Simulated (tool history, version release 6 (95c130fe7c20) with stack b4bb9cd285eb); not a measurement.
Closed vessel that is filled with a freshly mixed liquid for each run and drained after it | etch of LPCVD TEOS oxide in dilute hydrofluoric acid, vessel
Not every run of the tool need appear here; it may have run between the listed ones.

run,hour,temperature setpoint of the liquid (C),parts of water to one part of 49 % hydrofluoric acid (parts by volume),time in the liquid (s),thickness taken off the LPCVD TEOS oxide on a monitor wafer (Å)
1,0,24,280,1130,619.29
2,3.8,25,280,1130,624.85
3,4.9,26,280,1130,659.03
4,12.8,26,280,1130,660.1
5,18.1,26.5,280,1130,672.53
6,19.4,26.5,185,1130,1117.6

Estimate the outcome of run 7 from the log above:
7,23.4,23.5,195,1130,?

{"run 7": {"thickness taken off the LPCVD TEOS oxide on a monitor wafer (Å)": 940.96}}

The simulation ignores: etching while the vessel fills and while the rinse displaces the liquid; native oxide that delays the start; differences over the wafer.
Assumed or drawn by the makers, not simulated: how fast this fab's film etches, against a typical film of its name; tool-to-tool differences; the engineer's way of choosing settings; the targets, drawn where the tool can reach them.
